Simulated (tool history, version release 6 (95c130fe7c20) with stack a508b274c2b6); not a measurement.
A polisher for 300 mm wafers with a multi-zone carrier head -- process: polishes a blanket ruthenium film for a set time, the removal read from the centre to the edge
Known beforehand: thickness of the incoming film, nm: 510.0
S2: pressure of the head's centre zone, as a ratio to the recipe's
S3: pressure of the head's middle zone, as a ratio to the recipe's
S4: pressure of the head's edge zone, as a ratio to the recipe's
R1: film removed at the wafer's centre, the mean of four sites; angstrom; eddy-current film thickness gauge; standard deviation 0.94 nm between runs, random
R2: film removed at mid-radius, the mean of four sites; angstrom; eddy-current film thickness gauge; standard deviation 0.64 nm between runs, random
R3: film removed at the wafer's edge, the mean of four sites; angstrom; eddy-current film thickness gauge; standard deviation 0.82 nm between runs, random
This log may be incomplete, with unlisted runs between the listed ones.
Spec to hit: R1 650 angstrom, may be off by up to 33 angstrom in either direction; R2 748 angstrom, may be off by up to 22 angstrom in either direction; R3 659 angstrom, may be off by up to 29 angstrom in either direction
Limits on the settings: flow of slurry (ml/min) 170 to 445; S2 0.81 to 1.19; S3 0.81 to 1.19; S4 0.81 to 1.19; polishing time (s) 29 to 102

run 1 day=0 | flow_of_slurry_(ml/min)=285 S2=1 S3=1 S4=1 polishing_time_(s)=65 | R1=808.13 R2=783.22 R3=774.68
run 2 day=0.15 | flow_of_slurry_(ml/min)=310 S2=1 S3=1 S4=1 polishing_time_(s)=65 | R1=795.11 R2=787.47 R3=764.12
run 3 day=0.196 | flow_of_slurry_(ml/min)=325 S2=0.98 S3=1 S4=0.98 polishing_time_(s)=64 | R1=793.13 R2=778.04 R3=751.55
run 4 day=0.533 | flow_of_slurry_(ml/min)=325 S2=0.98 S3=1 S4=0.93 polishing_time_(s)=64 | R1=786.71 R2=792.75 R3=731.38
run 5 day=0.879 | flow_of_slurry_(ml/min)=370 S2=0.98 S3=1 S4=0.93 polishing_time_(s)=64 | R1=794.42 R2=788.78 R3=744.8
run 6 day=1.233 | flow_of_slurry_(ml/min)=370 S2=0.98 S3=0.92 S4=0.93 polishing_time_(s)=64 | R1=798.17 R2=733.59 R3=724.3
run 7 day=1.55 | flow_of_slurry_(ml/min)=365 S2=0.94 S3=0.93 S4=0.91 polishing_time_(s)=63 | R1=757.32 R2=734.91 R3=706.32
run 8 day=1.583 | flow_of_slurry_(ml/min)=360 S2=0.91 S3=0.94 S4=0.9 polishing_time_(s)=62 | R1=715.48 R2=720.82 R3=683.18
run 9 day=1.846 | flow_of_slurry_(ml/min)=360 S2=0.89 S3=0.95 S4=0.89 polishing_time_(s)=62 | R1=711.92 R2=726.3 R3=697.76
run 10 day=2.025 | flow_of_slurry_(ml/min)=355 S2=0.88 S3=0.97 S4=0.87 polishing_time_(s)=61 | R1=715.94 R2=726.4 R3=674.5

Pick the move, out of 5, that brings all results within their allowed miss; only one does.
run A day=2.204 | flow_of_slurry_(ml/min)=435 S2=0.88 S3=1 S4=1.08 polishing_time_(s)=57 | R1=? R2=? R3=?
run B day=2.204 | flow_of_slurry_(ml/min)=350 S2=0.82 S3=1.02 S4=0.83 polishing_time_(s)=60 | R1=? R2=? R3=?
run C day=2.204 | flow_of_slurry_(ml/min)=305 S2=0.99 S3=0.91 S4=0.81 polishing_time_(s)=66 | R1=? R2=? R3=?
run D day=2.204 | flow_of_slurry_(ml/min)=260 S2=0.96 S3=0.94 S4=0.81 polishing_time_(s)=64 | R1=? R2=? R3=?
run E day=2.204 | flow_of_slurry_(ml/min)=420 S2=0.82 S3=0.92 S4=0.9 polishing_time_(s)=59 | R1=? R2=? R3=?

move=A R1=661.4 R2=708.83 R3=709.64
move=B R1=647.1 R2=746.78 R3=651.4
move=C R1=814.28 R2=736.67 R3=703.22
move=D R1=756.26 R2=721.76 R3=672.98
move=E R1=645.78 R2=682.84 R3=672.49
A: the worst result of the last run now meets its target, but another is out of spec
B: all results in spec
C: misses by more than the last run did
D: misses by more than the last run did
E: the worst result of the last run now meets its target, but another is out of spec
So the answer is move B, the one that meets all the targets.

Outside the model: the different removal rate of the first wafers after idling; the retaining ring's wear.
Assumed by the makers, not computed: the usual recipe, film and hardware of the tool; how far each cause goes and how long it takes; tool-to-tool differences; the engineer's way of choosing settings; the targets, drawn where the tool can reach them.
